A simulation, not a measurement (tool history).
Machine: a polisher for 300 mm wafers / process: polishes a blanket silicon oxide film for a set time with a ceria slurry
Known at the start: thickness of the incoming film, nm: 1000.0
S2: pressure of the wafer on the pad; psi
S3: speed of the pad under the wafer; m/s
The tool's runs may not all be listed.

run 1 hour=0 | flow_of_slurry_(ml/min)=235 S2=3.2 S3=1.02 polishing_time_(s)=86 | film_removed_(Å)=4055
run 2 hour=4.4 | flow_of_slurry_(ml/min)=270 S2=3.2 S3=1.02 polishing_time_(s)=86 | film_removed_(Å)=4080.4
run 3 hour=7.6 | flow_of_slurry_(ml/min)=270 S2=3 S3=1.02 polishing_time_(s)=86 | film_removed_(Å)=3827.8
run 4 hour=16.2 | flow_of_slurry_(ml/min)=270 S2=2.8 S3=1.02 polishing_time_(s)=86 | film_removed_(Å)=3562.6
run 5 hour=17.5 | flow_of_slurry_(ml/min)=270 S2=2.6 S3=1.02 polishing_time_(s)=86 | film_removed_(Å)=3369
run 6 hour=23.4 | flow_of_slurry_(ml/min)=225 S2=2.6 S3=1.02 polishing_time_(s)=86 | film_removed_(Å)=3342.3

Run 7 is up next; what results do you expect?
run 7 hour=28.1 | flow_of_slurry_(ml/min)=225 S2=1.7 S3=1 polishing_time_(s)=86 | film_removed_(Å)=?

{"run 7": {"film removed (Å)": 2173.5}}
